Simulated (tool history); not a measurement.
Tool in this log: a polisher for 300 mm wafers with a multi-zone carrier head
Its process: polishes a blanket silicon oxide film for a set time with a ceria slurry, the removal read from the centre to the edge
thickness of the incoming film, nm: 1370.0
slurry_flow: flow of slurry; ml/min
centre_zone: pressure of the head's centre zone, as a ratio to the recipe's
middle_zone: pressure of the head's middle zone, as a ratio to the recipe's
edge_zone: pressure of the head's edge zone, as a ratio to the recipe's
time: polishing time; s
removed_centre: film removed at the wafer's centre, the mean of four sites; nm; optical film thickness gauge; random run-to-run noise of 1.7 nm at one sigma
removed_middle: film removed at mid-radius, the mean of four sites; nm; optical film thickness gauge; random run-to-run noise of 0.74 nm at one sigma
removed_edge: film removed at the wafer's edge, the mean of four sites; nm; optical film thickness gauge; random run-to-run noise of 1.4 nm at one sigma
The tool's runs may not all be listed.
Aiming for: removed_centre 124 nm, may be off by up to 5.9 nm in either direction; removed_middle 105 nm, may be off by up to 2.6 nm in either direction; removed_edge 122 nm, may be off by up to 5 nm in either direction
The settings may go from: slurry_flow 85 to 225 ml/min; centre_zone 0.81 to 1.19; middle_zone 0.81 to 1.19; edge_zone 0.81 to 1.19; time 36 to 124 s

| run | hour | slurry_flow | centre_zone | middle_zone | edge_zone | time | removed_centre | removed_middle | removed_edge |
|---|---|---|---|---|---|---|---|---|---|
| 1 | 0 | 145 | 1 | 1 | 1 | 79 | 221.83 | 222.5 | 225.72 |
| 2 | 7.4 | 135 | 1 | 0.95 | 0.98 | 67 | 181.19 | 179.01 | 185.74 |
| 3 | 15.1 | 125 | 1.02 | 0.91 | 0.98 | 59 | 159.54 | 150 | 166.11 |
| 4 | 21.8 | 140 | 1.02 | 0.91 | 0.98 | 59 | 165.15 | 151.25 | 162.31 |
| 5 | 24.9 | 135 | 1.02 | 0.88 | 0.97 | 54 | 150.71 | 134.1 | 149.84 |
| 6 | 29.4 | 130 | 1.02 | 0.86 | 0.95 | 51 | 140.43 | 122.75 | 136.77 |
| 7 | 31 | 120 | 1.02 | 0.85 | 0.94 | 50 | 137.46 | 117.38 | 135.7 |
| 8 | 37 | 120 | 1 | 0.84 | 0.91 | 50 | 134.1 | 116.3 | 132.3 |
| 9 | 39.1 | 115 | 1 | 0.83 | 0.89 | 50 | 130 | 114.34 | 129.83 |
| 10 | 43.3 | 110 | 1.01 | 0.82 | 0.88 | 49 | 127.44 | 110.16 | 128.12 |

Of the 4 settings listed for the next run, only one would bring every result within its allowed miss of target. Which one?
| A | 47.5 | 120 | 0.99 | 0.89 | 0.89 | 48 | ? | ? | ? |
| B | 47.5 | 205 | 1.11 | 0.87 | 0.81 | 44 | ? | ? | ? |
| C | 47.5 | 85 | 1.02 | 0.81 | 0.83 | 51 | ? | ? | ? |
| D | 47.5 | 100 | 1.02 | 0.84 | 0.85 | 50 | ? | ? | ? |

| move | removed_centre | removed_middle | removed_edge |
|---|---|---|---|
| A | 128.15 | 116.23 | 124.17 |
| B | 146.96 | 115.13 | 117.05 |
| C | 126.18 | 104.25 | 120.26 |
| D | 130.6 | 110.33 | 122.89 |
A: its largest miss is bigger than the last run's
B: its largest miss is bigger than the last run's
C: all results in spec
D: no nearer and no further than the last run
So the answer is move C, the one that meets all the targets.
